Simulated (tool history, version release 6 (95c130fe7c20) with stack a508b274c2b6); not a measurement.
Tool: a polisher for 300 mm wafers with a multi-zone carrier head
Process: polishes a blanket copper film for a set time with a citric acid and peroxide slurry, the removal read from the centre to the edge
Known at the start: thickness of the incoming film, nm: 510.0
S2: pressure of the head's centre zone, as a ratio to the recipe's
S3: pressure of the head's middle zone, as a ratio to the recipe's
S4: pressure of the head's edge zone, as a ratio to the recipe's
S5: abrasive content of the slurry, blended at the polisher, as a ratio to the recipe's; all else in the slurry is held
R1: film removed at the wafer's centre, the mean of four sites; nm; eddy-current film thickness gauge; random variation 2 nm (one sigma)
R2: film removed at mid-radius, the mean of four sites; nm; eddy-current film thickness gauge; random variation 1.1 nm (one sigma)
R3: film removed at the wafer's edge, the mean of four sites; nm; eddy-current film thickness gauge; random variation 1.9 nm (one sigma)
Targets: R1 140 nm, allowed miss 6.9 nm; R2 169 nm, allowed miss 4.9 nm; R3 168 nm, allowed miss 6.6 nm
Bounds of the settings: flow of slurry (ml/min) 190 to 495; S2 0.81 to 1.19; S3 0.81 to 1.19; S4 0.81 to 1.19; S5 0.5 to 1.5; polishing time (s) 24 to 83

run 1 hour=0 | flow_of_slurry_(ml/min)=320 S2=1 S3=1 S4=1 S5=1 polishing_time_(s)=53 | R1=140.18 R2=130.7 R3=128.94
run 2 hour=2.8 | flow_of_slurry_(ml/min)=320 S2=0.96 S3=1 S4=1 S5=1 polishing_time_(s)=53 | R1=131.59 R2=130.39 R3=130.81
run 3 hour=6.3 | flow_of_slurry_(ml/min)=275 S2=0.96 S3=1 S4=1 S5=1 polishing_time_(s)=53 | R1=129.85 R2=128.4 R3=128.27
run 4 hour=13.7 | flow_of_slurry_(ml/min)=275 S2=0.92 S3=1 S4=1 S5=1 polishing_time_(s)=53 | R1=122.1 R2=127.41 R3=126.89
run 5 hour=21.5 | flow_of_slurry_(ml/min)=275 S2=0.95 S3=1 S4=1 S5=1 polishing_time_(s)=53 | R1=130.05 R2=128.9 R3=127.74
run 6 hour=26.1 | flow_of_slurry_(ml/min)=285 S2=0.94 S3=1.02 S4=1.02 S5=1.05 polishing_time_(s)=53 | R1=130.26 R2=131.66 R3=129.43
run 7 hour=27.8 | flow_of_slurry_(ml/min)=300 S2=0.92 S3=1.03 S4=1.03 S5=1.05 polishing_time_(s)=54 | R1=126 R2=135.2 R3=133.09
run 8 hour=36.1 | flow_of_slurry_(ml/min)=310 S2=0.91 S3=1.04 S4=1.05 S5=1.1 polishing_time_(s)=55 | R1=131.67 R2=141.33 R3=138.57
run 9 hour=38.3 | flow_of_slurry_(ml/min)=315 S2=0.9 S3=1.05 S4=1.07 S5=1.15 polishing_time_(s)=56 | R1=128.03 R2=145.94 R3=144.38
run 10 hour=44.2 | flow_of_slurry_(ml/min)=325 S2=0.99 S3=1.12 S4=1.16 S5=1.4 polishing_time_(s)=59 | R1=161.17 R2=169.71 R3=159.14
run 11 hour=48.2 | flow_of_slurry_(ml/min)=325 S2=0.97 S3=1.12 S4=1.16 S5=1.4 polishing_time_(s)=59 | R1=153.22 R2=169.19 R3=160.79

Which of these 4 next moves meets every target?
run A hour=52.2 | flow_of_slurry_(ml/min)=255 S2=0.9 S3=1.19 S4=1.03 S5=1.5 polishing_time_(s)=57 | R1=? R2=? R3=?
run B hour=52.2 | flow_of_slurry_(ml/min)=370 S2=0.86 S3=1.15 S4=1.12 S5=1.5 polishing_time_(s)=55 | R1=? R2=? R3=?
run C hour=52.2 | flow_of_slurry_(ml/min)=410 S2=0.89 S3=1.19 S4=1.14 S5=1.3 polishing_time_(s)=57 | R1=? R2=? R3=?
run D hour=52.2 | flow_of_slurry_(ml/min)=360 S2=0.86 S3=1.09 S4=1.19 S5=1.5 polishing_time_(s)=59 | R1=? R2=? R3=?

move=A R1=135.43 R2=171.37 R3=145.29
move=B R1=130.36 R2=167.07 R3=149.63
move=C R1=137.7 R2=175.36 R3=153.29
move=D R1=139.42 R2=170.74 R3=164.55
A: brings the result that was furthest off to its target, and leaves another outside
B: takes the result that was furthest off past its target
C: brings the result that was furthest off to its target, and leaves another outside
D: meets every target
Move D is the one to make.
